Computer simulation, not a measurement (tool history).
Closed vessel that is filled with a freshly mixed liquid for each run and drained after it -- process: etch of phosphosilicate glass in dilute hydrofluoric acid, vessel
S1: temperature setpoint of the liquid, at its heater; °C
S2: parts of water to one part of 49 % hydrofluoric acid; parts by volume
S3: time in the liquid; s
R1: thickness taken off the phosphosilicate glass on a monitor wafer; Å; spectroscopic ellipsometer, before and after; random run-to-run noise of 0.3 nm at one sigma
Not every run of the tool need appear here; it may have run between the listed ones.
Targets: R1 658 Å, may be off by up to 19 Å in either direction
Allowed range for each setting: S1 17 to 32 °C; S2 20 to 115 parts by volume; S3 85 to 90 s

run,hour,S1,S2,S3,R1
1,0,24,65,85,754.51
2,4.2,24,65,90,804.47
3,12.4,23,65,90,771.46
4,17,23,55,90,927.99
5,25,22,55,90,889.73
6,32.8,22,45,90,1096.3
7,37.3,21,50,90,940.53
8,38.1,20,50,90,897.34
9,38.7,19.5,50,90,880.38
10,43.1,17,65,90,598.03
11,51.9,17.5,65,90,615.1
12,60.3,18,65,90,623.96

Below are 4 possible settings for the next run. Only one of them brings all results inside the allowed miss of their targets. Which is it?
A,68.7,21.5,75,85,?
B,68.7,18,65,85,?
C,68.7,17,60,85,?
D,68.7,19,65,90,?

move,R1
A,588.54
B,593.15
C,618.98
D,655.34
A: lands further from the targets than the last run did
B: lands further from the targets than the last run did
C: lands further from the targets than the last run did
D: hits every target within its allowed miss
So the answer is move D, the one that meets all the targets.
